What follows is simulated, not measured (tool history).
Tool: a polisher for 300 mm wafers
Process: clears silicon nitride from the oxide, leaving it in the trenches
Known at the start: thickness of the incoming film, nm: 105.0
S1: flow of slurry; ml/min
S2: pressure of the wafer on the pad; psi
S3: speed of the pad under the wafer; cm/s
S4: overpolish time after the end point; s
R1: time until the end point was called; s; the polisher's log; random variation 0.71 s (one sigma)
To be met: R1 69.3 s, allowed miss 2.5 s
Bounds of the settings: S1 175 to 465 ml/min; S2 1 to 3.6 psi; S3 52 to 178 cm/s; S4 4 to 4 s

{"run": 1, "hour": 0.0, "S1": 295, "S2": 2.3, "S3": 114, "S4": 4, "R1": 123.47}
{"run": 2, "hour": 3.6, "S1": 295, "S2": 2.3, "S3": 132, "S4": 4, "R1": 108.42}
{"run": 3, "hour": 10.0, "S1": 295, "S2": 2.5, "S3": 132, "S4": 4, "R1": 99.004}
{"run": 4, "hour": 18.2, "S1": 295, "S2": 2.5, "S3": 116, "S4": 4, "R1": 112.29}
{"run": 5, "hour": 26.6, "S1": 295, "S2": 2.5, "S3": 100, "S4": 4, "R1": 128.54}
{"run": 6, "hour": 33.3, "S1": 295, "S2": 2.1, "S3": 100, "S4": 4, "R1": 150.75}
{"run": 7, "hour": 39.6, "S1": 295, "S2": 2.1, "S3": 100, "S4": 4, "R1": 152.12}
{"run": 8, "hour": 43.0, "S1": 295, "S2": 2.4, "S3": 104, "S4": 4, "R1": 129.57}
{"run": 9, "hour": 50.8, "S1": 295, "S2": 2.6, "S3": 108, "S4": 4, "R1": 115.6}
{"run": 10, "hour": 57.8, "S1": 295, "S2": 2.8, "S3": 110, "S4": 4, "R1": 105.93}
{"run": 11, "hour": 61.7, "S1": 295, "S2": 3, "S3": 112, "S4": 4, "R1": 96.861}
{"run": 12, "hour": 63.5, "S1": 295, "S2": 3.1, "S3": 114, "S4": 4, "R1": 93.394}

Which of these 4 next moves meets every target?
{"run": "A", "hour": 65.3, "S1": 250, "S2": 2.9, "S3": 110, "S4": 4, "R1": "?"}
{"run": "B", "hour": 65.3, "S1": 315, "S2": 3.5, "S3": 138, "S4": 4, "R1": "?"}
{"run": "C", "hour": 65.3, "S1": 285, "S2": 3.6, "S3": 120, "S4": 4, "R1": "?"}
{"run": "D", "hour": 65.3, "S1": 290, "S2": 3.5, "S3": 148, "S4": 4, "R1": "?"}

move=A R1=104.2
move=B R1=68.893
move=C R1=77.05
move=D R1=65.068
A: further off than the last run
B: meets every target
C: nearer than the last run, and not there yet
D: takes the result that was furthest off past its target
Answer: B

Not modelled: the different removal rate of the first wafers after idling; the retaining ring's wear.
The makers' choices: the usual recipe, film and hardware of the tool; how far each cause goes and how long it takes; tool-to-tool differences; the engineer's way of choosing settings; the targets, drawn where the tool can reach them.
